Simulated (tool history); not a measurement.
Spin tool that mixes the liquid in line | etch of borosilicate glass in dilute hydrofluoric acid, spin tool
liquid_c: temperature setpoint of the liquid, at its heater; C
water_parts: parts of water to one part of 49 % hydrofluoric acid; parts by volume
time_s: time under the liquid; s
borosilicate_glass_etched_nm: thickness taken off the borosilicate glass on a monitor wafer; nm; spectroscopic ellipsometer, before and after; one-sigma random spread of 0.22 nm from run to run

run    day  liquid_c  water_parts  time_s  borosilicate_glass_etched_nm
  1  0.000      24.0          170     100                        11.156
  2  0.125      26.5          135     100                        16.480
  3  0.304      28.0          120     100                        19.841
  4  0.425      29.5          110     100                        22.996
  5  0.783      30.5          105     100                        25.455
  6  1.054      30.5          105      80                        20.306

Estimate the outcome of run 7 from the log above:
     1.192  -- thermometer replaced
  7  1.192      31.0           90      80                             ?

Run 7 gave borosilicate_glass_etched_nm 22.864 nm.
